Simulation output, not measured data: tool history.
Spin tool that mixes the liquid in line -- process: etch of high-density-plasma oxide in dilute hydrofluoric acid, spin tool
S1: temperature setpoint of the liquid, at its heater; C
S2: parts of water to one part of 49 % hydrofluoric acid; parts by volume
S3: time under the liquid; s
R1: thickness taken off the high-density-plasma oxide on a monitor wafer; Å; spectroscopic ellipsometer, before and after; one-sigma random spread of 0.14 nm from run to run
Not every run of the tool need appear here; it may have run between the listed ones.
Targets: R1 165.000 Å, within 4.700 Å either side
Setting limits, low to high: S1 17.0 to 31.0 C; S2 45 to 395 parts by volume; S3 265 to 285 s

run 1 day=0.000 | S1=23.0 S2=220 S3=265 | R1=78.669
run 2 day=0.333 | S1=26.5 S2=220 S3=265 | R1=90.621
run 3 day=0.642 | S1=29.0 S2=220 S3=265 | R1=99.073
run 4 day=0.950 | S1=29.0 S2=210 S3=265 | R1=106.300
run 5 day=1.204 | S1=29.0 S2=210 S3=265 | R1=104.820
run 6 day=1.329 | S1=29.0 S2=210 S3=285 | R1=113.540
run 7 day=1.471 | S1=29.5 S2=200 S3=285 | R1=121.860
run 8 day=1.646 | S1=29.5 S2=195 S3=285 | R1=128.310
run 9 day=1.988 | S1=29.5 S2=190 S3=285 | R1=131.980
run 10 day=2.300 | S1=29.5 S2=185 S3=285 | R1=133.790
run 11 day=2.383 | S1=31.0 S2=150 S3=285 | R1=183.360
run 12 day=2.750 | S1=30.5 S2=150 S3=285 | R1=177.890
run 13 day=2.992 | S1=29.5 S2=150 S3=285 | R1=172.440
run 14 day=3.321 | S1=29.0 S2=150 S3=285 | R1=171.090

5 candidate next runs follow, results not yet known. Just one meets every target within its allowed miss. Identify it.
run A day=3.650 | S1=28.5 S2=150 S3=285 | R1=?
run B day=3.650 | S1=30.0 S2=165 S3=280 | R1=?
run C day=3.650 | S1=28.0 S2=140 S3=285 | R1=?
run D day=3.650 | S1=30.5 S2=145 S3=270 | R1=?
run E day=3.650 | S1=30.0 S2=150 S3=285 | R1=?

move=A R1=168.130
move=B R1=155.490
move=C R1=179.110
move=D R1=178.300
move=E R1=177.520
A: each result inside its tolerance
B: carries the result that was furthest off beyond its target, to the other side
C: moves away from the targets compared with the last run
D: moves away from the targets compared with the last run
E: moves away from the targets compared with the last run
The right move is A.

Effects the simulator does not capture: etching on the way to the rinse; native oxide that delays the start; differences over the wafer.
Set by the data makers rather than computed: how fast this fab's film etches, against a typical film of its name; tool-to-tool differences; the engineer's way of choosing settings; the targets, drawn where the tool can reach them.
